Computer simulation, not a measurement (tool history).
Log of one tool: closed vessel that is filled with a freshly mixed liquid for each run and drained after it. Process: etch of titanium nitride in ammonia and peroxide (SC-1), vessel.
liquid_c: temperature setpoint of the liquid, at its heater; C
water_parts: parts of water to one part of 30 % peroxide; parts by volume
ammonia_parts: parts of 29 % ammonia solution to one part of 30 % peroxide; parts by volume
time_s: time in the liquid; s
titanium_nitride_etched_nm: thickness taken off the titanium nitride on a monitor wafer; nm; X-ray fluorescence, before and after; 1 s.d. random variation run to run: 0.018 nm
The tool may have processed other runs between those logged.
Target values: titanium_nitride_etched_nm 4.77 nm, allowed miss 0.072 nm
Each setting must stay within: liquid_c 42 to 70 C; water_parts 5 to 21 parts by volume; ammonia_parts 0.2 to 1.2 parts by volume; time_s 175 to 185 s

run,hour,liquid_c,water_parts,ammonia_parts,time_s,titanium_nitride_etched_nm
1,0,58,11.5,0.8,175,10.094
2,1.4,64.5,11.5,0.8,175,15.306
3,6.4,60.5,11.5,0.8,175,11.897
4,9.9,58.5,11.5,0.8,175,10.457
5,19.1,57,11.5,0.8,175,9.425
6,22.9,57,11.5,0.8,185,9.9778
7,25.5,55.5,11.5,0.8,185,9.0459
8,34.8,54.5,11.5,0.8,185,8.4658
9,37.3,53.5,11.5,0.8,185,7.9023
10,44.4,52.5,11.5,0.8,185,7.3712
11,47.1,51.5,11.5,0.8,185,6.8892
12,49,51,11.5,0.8,185,6.6477
13,50.9,50.5,11.5,0.8,185,6.4593
14,52,45,11.5,0.8,185,4.3465
15,55,46,11.5,0.8,185,4.673

Next run, 4 choices. One meets every target within its allowed miss, the rest don't. Which?
A,58,47.5,10.5,0.65,175,?
B,58,48,14,1,175,?
C,58,46.5,10,0.85,175,?
D,58,45.5,12,1,185,?

move,titanium_nitride_etched_nm
A,4.9503
B,4.7387
C,4.9387
D,4.5435
A: the result that was furthest off in the last run now lies on the other side of its target
B: meets every target
C: the result that was furthest off in the last run now lies on the other side of its target
D: its largest miss is bigger than the last run's
The right move is B.
